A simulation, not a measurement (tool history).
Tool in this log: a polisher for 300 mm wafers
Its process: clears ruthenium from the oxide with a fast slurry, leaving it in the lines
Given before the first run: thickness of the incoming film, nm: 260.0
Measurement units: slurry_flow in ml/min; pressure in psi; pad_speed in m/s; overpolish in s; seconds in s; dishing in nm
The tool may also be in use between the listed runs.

run 1 hour=0 | slurry_flow=165 pressure=2 pad_speed=1.06 slurry_solids=1 overpolish=22 | seconds=83.838 dishing=32.039
run 2 hour=7.3 | slurry_flow=165 pressure=1.8 pad_speed=1 slurry_solids=1 overpolish=22 | seconds=102.45 dishing=29.982
run 3 hour=11.2 | slurry_flow=165 pressure=1.8 pad_speed=1 slurry_solids=0.9 overpolish=22 | seconds=107.74 dishing=29.658
run 4 hour=18.2 | slurry_flow=165 pressure=1.6 pad_speed=1 slurry_solids=0.9 overpolish=21 | seconds=118.97 dishing=26.259
run 5 hour=22.7 | slurry_flow=165 pressure=1.4 pad_speed=1 slurry_solids=0.9 overpolish=21 | seconds=128.79 dishing=24.711
run 6 hour=26.7 | slurry_flow=165 pressure=1.4 pad_speed=0.84 slurry_solids=0.9 overpolish=21 | seconds=153.66 dishing=22.529
run 7 hour=35.2 | slurry_flow=165 pressure=1.3 pad_speed=0.84 slurry_solids=0.9 overpolish=22 | seconds=161.9 dishing=22.373
run 8 hour=40.9 | slurry_flow=165 pressure=1.2 pad_speed=0.84 slurry_solids=0.9 overpolish=23 | seconds=166.52 dishing=21.903

Estimate the outcome of run 9 from the log above:
run 9 hour=49 | slurry_flow=165 pressure=1.2 pad_speed=0.84 slurry_solids=0.9 overpolish=24 | seconds=? dishing=?

Run 9 came out at seconds 168.93 s, dishing 22.541 nm.

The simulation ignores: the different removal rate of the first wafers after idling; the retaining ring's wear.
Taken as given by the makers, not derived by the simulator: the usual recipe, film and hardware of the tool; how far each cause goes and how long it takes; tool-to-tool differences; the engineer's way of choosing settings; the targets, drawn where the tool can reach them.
